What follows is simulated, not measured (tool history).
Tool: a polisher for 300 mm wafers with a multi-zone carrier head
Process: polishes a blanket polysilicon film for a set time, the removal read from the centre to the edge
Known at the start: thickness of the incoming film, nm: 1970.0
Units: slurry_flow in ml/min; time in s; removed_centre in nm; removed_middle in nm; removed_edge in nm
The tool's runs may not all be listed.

| run | hour | slurry_flow | centre_zone | middle_zone | edge_zone | time | removed_centre | removed_middle | removed_edge |
|---|---|---|---|---|---|---|---|---|---|
| 1 | 0.0 | 315 | 1.00 | 1.00 | 1.00 | 76 | 445.17 | 449.58 | 456.11 |
| 2 | 5.6 | 315 | 1.01 | 0.99 | 0.98 | 73 | 431.99 | 438.91 | 438.51 |
| 3 | 14.3 | 280 | 1.01 | 0.99 | 0.98 | 73 | 431.59 | 420.39 | 427.91 |
| 4 | 20.0 | 270 | 1.01 | 0.98 | 0.96 | 71 | 407.70 | 410.12 | 418.70 |
| 5 | 26.5 | 270 | 1.03 | 0.98 | 0.96 | 68 | 412.06 | 400.03 | 400.38 |
| 6 | 28.7 | 270 | 1.03 | 0.98 | 1.03 | 68 | 403.29 | 384.52 | 414.40 |

The next listed run, before its measurement:
| 7 | 37.2 | 265 | 1.04 | 0.97 | 1.01 | 66 | ? | ? | ? |

{"run 7": {"removed_centre": 395.07, "removed_middle": 375.31, "removed_edge": 406.25}}

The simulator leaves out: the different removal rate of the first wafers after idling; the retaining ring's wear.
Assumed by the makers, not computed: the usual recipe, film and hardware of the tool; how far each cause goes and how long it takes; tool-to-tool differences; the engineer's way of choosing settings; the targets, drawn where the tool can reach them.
